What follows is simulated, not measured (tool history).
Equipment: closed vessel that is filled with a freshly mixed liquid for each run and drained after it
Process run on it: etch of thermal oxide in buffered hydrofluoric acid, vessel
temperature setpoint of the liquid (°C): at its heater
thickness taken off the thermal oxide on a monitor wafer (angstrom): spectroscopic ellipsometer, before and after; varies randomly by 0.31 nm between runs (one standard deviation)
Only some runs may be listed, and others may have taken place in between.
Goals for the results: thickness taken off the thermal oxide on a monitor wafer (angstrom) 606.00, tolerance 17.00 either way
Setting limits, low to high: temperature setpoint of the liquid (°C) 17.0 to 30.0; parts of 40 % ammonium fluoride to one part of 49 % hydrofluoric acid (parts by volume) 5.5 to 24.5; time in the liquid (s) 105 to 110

run	hour	temperature setpoint of the liquid (°C)	parts of 40 % ammonium fluoride to one part of 49 % hydrofluoric acid (parts by volume)	time in the liquid (s)	thickness taken off the thermal oxide on a monitor wafer (angstrom)
1	0.0	22.0	15.0	105	724.78
2	6.0	21.0	15.0	105	690.72
3	7.3	24.0	15.0	105	807.96
4	10.1	24.0	18.0	105	666.52
5	15.2	23.5	18.0	105	652.01
6	16.8	25.0	18.0	105	714.18
7	21.8	24.5	18.0	105	696.30
8	24.2	24.0	18.0	105	675.89
9	30.3	23.5	18.0	105	657.10
10	34.7	23.0	18.0	105	637.92

4 next moves are on the table. One of them brings every result within its allowed miss. Which?
A	39.1	23.5	19.5	105	?
B	39.1	22.5	17.0	110	?
C	39.1	23.5	18.5	105	?
D	39.1	26.0	21.5	110	?

move	thickness taken off the thermal oxide on a monitor wafer (angstrom)
A	606.18
B	688.11
C	638.50
D	675.39
A: hits every target within its allowed miss
B: lands further from the targets than the last run did
C: roughly where the last run was
D: lands further from the targets than the last run did
The right move is A.
